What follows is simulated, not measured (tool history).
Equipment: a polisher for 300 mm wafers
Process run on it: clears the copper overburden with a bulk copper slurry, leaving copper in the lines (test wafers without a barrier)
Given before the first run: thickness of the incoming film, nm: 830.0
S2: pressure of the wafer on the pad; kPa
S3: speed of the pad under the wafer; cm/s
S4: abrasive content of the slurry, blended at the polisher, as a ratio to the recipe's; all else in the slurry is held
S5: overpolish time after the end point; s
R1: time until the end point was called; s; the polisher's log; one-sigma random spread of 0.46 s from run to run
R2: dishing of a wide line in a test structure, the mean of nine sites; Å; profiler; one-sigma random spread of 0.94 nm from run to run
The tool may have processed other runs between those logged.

run 1 hour=0.0 | flow_of_slurry_(ml/min)=270 S2=22.1 S3=140 S4=1.00 S5=14 | R1=54.222 R2=411.89
run 2 hour=1.2 | flow_of_slurry_(ml/min)=270 S2=22.1 S3=112 S4=1.00 S5=14 | R1=66.110 R2=396.34
run 3 hour=9.2 | flow_of_slurry_(ml/min)=270 S2=22.1 S3=112 S4=1.10 S5=14 | R1=64.445 R2=412.70
run 4 hour=12.1 | flow_of_slurry_(ml/min)=270 S2=22.1 S3=112 S4=0.95 S5=14 | R1=67.181 R2=403.79
run 5 hour=12.9 | flow_of_slurry_(ml/min)=270 S2=22.1 S3=82 S4=0.95 S5=14 | R1=86.524 R2=357.88
run 6 hour=15.6 | flow_of_slurry_(ml/min)=270 S2=24.8 S3=82 S4=0.95 S5=14 | R1=77.594 R2=386.02
run 7 hour=20.3 | flow_of_slurry_(ml/min)=275 S2=26.9 S3=86 S4=0.95 S5=12 | R1=69.039 R2=385.06

Run 8, settings as shown, results not yet in. Your forecast:
run 8 hour=23.6 | flow_of_slurry_(ml/min)=275 S2=29.0 S3=90 S4=0.95 S5=11 | R1=? R2=?

R1: 62.861 s
R2: 384.08 Å
